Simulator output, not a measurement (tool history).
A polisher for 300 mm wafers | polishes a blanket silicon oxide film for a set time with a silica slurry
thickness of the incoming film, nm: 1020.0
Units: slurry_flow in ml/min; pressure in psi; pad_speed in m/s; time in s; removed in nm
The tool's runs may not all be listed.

| run | hour | slurry_flow | pressure | pad_speed | slurry_solids | time | removed |
|---|---|---|---|---|---|---|---|
| 1 | 0 | 270 | 3.6 | 1.06 | 1 | 24 | 51.615 |
| 2 | 5.6 | 270 | 3.6 | 1.06 | 1 | 21 | 44.386 |
| 3 | 12.1 | 270 | 3.6 | 1.06 | 1 | 21 | 44.695 |
| 4 | 13.3 | 270 | 3.5 | 1.06 | 1 | 21 | 43.054 |
| 5 | 19 | 270 | 3.4 | 1.06 | 1 | 21 | 42.718 |
| 6 | 22.2 | 270 | 3.3 | 1.06 | 1 | 21 | 40.757 |

The next listed run, before its measurement:
| 7 | 30.8 | 270 | 3.2 | 1.06 | 1 | 21 | ? |

{"run 7": {"removed": 40.05}}

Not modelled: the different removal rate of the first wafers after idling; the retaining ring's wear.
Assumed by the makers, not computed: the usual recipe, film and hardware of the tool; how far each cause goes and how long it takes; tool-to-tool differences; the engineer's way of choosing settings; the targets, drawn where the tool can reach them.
